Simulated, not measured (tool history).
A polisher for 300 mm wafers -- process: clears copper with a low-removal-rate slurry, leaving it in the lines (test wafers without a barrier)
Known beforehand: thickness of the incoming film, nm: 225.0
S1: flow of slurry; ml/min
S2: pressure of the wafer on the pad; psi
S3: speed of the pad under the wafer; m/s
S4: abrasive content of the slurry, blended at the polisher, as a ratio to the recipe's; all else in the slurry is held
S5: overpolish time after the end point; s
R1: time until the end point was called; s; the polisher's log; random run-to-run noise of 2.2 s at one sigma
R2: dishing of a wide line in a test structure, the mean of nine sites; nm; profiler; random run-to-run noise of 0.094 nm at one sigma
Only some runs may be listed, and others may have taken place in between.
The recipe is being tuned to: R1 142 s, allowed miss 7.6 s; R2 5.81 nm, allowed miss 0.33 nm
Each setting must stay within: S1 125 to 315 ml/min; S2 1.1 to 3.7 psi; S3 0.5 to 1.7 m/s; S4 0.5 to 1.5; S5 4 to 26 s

| run | hour | S1 | S2 | S3 | S4 | S5 | R1 | R2 |
|---|---|---|---|---|---|---|---|---|
| 1 | 0 | 205 | 2.4 | 1.1 | 1 | 13 | 92.882 | 24.786 |
| 2 | 8.7 | 205 | 2.2 | 1.08 | 1 | 11 | 99.305 | 20.304 |
| 3 | 13.3 | 210 | 2 | 1.02 | 1 | 10 | 115.45 | 16.129 |
| 4 | 15.4 | 210 | 2 | 1.02 | 1.2 | 10 | 107.01 | 17.146 |
| 5 | 23.6 | 210 | 2 | 0.9 | 1.2 | 10 | 127.67 | 14.883 |
| 6 | 26.3 | 230 | 1.8 | 0.88 | 1.25 | 9 | 134.76 | 12.921 |
| 7 | 33.9 | 245 | 1.7 | 0.86 | 1.3 | 8 | 143.98 | 10.954 |
| 8 | 37.6 | 260 | 1.6 | 0.88 | 1.35 | 7 | 146.48 | 9.2653 |
| 9 | 42.5 | 270 | 1.5 | 0.92 | 1.4 | 6 | 149.45 | 8.0949 |
| 10 | 51.4 | 280 | 1.4 | 0.96 | 1.4 | 6 | 152.29 | 8.0768 |
| 11 | 53.9 | 285 | 1.3 | 1 | 1.4 | 6 | 156.81 | 7.4741 |
| 12 | 62.9 | 290 | 1.3 | 1.04 | 1.4 | 6 | 151.51 | 7.9046 |
| 13 | 68.1 | 295 | 1.3 | 1.06 | 1.4 | 6 | 149.26 | 8.1648 |
| 14 | 75.8 | 300 | 1.3 | 1.08 | 1.4 | 6 | 147.54 | 8.4229 |
| 15 | 80.6 | 300 | 1.3 | 1.08 | 1.4 | 6 | 147.09 | 8.1028 |
| 16 | 84.1 | 305 | 1.3 | 1.1 | 1.4 | 6 | 143.31 | 8.5751 |
| 17 | 93.1 | 270 | 1.3 | 1.12 | 1.4 | 6 | 139.06 | 8.3331 |
| 18 | 96.7 | 250 | 1.3 | 1.12 | 1.4 | 6 | 145.72 | 8.2456 |
| 19 | 99.5 | 260 | 1.3 | 1.12 | 1.4 | 6 | 140.84 | 8.4456 |
| 20 | 107.4 | 245 | 1.3 | 1.12 | 1.4 | 6 | 141.3 | 8.3098 |
| 21 | 108.4 | 225 | 1.3 | 1.12 | 1.4 | 6 | 144.16 | 8.1829 |
| 22 | 111.6 | 205 | 1.3 | 1.14 | 1.4 | 6 | 145.28 | 8.1874 |
| 23 | 117.8 | 205 | 1.3 | 1.16 | 1.4 | 6 | 145.59 | 8.3912 |
| 24 | 125.2 | 225 | 1.3 | 1.16 | 1.4 | 6 | 138.61 | 8.4078 |
| 25 | 128.3 | 205 | 1.3 | 1.18 | 1.4 | 6 | 137.58 | 8.4645 |
|  | 134 | head pressure recalibrated |
| 26 | 134 | 190 | 1.3 | 1.18 | 1.4 | 6 | 150.21 | 8.1206 |
| 27 | 139.7 | 215 | 1.3 | 1.16 | 1.4 | 6 | 153.41 | 7.9025 |
| 28 | 144.7 | 225 | 1.3 | 1.18 | 1.4 | 6 | 142.68 | 8.1687 |

Consider the 4 candidate settings below. Which is the only one whose results all fall within their allowed miss of target?
| A | 149.7 | 180 | 1.6 | 1 | 1.5 | 4 | ? | ? |
| B | 149.7 | 130 | 1.2 | 1.46 | 1.3 | 8 | ? | ? |
| C | 149.7 | 220 | 1.4 | 1.1 | 1.5 | 9 | ? | ? |
| D | 149.7 | 195 | 1.4 | 1.18 | 1.45 | 8 | ? | ? |

| move | R1 | R2 |
|---|---|---|
| A | 142.97 | 5.9202 |
| B | 140.93 | 11.347 |
| C | 144.41 | 12.406 |
| D | 137.93 | 11.631 |
A: each result inside its tolerance
B: lands further from the targets than the last run did
C: lands further from the targets than the last run did
D: lands further from the targets than the last run did
The right move is A.
